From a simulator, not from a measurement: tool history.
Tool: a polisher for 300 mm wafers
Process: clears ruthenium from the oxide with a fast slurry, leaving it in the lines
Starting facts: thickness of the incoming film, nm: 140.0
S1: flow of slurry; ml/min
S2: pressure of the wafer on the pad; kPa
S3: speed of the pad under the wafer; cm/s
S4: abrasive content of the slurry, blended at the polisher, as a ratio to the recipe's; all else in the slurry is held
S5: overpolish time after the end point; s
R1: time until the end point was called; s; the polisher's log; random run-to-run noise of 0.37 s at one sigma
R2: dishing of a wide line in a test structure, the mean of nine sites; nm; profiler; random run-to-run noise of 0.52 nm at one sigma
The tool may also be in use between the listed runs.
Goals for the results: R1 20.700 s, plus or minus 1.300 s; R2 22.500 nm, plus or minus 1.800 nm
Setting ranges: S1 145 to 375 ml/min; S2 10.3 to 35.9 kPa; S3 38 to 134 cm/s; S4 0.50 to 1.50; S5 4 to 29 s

run,day,S1,S2,S3,S4,S5,R1,R2
1,0.000,240,22.8,86,1.00,15,30.370,55.892
2,0.233,240,23.4,86,1.00,13,29.435,48.150
3,0.496,240,23.4,86,1.20,13,26.481,50.908
4,0.771,240,24.8,80,1.25,11,27.106,45.277
5,1.142,220,21.4,92,1.30,9,26.875,36.278
6,1.417,220,21.4,92,1.15,9,29.044,35.837
7,1.567,205,19.3,102,1.25,8,28.100,33.216
8,1.817,145,13.8,126,1.50,4,29.594,15.696
9,1.971,145,15.2,128,1.50,4,26.516,17.257
10,2.029,150,15.9,130,1.50,4,25.994,17.849
11,2.096,150,16.5,130,1.50,4,23.814,19.416
12,2.467,155,16.5,130,1.50,4,24.193,19.499
13,2.554,155,20.7,132,1.50,4,19.550,24.515

Consider the 5 candidate settings below. Which is the only one whose results all fall within their allowed miss of target?
A,2.642,170,18.6,128,1.50,6,?,?
B,2.642,255,20.7,134,1.50,4,?,?
C,2.642,145,20.0,126,1.45,4,?,?
D,2.642,145,22.1,132,1.50,4,?,?
E,2.642,145,22.1,132,1.45,4,?,?

move,R1,R2
A,21.341,31.571
B,17.779,25.609
C,20.807,22.057
D,17.848,25.515
E,18.074,25.214
A: further off than the last run
B: further off than the last run
C: every result within its allowed miss
D: further off than the last run
E: further off than the last run
C meets every target.

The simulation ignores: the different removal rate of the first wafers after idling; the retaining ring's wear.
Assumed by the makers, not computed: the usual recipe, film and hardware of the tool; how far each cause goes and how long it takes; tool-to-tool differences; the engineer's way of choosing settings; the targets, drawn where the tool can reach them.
